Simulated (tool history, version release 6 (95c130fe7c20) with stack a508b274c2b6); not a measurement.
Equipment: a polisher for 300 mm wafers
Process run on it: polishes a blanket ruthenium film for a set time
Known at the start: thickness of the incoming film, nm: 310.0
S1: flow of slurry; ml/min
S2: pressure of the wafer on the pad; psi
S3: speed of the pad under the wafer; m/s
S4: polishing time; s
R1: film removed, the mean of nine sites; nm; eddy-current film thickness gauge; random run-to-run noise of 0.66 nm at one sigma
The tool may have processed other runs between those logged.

run	hour	S1	S2	S3	S4	R1
1	0	315	2.7	1.26	51	111.07
2	4.4	315	2.7	1.26	54	117.94
3	10.2	315	2.7	0.96	54	92.462
4	18.5	315	2.6	0.96	54	90.411
5	20.1	285	2.6	0.96	54	89.25
6	24.1	320	2.6	0.96	54	90.378

The next listed run, before its measurement:
7	29.2	315	1.9	0.94	54	?

{"run 7": {"R1": 64.928}}
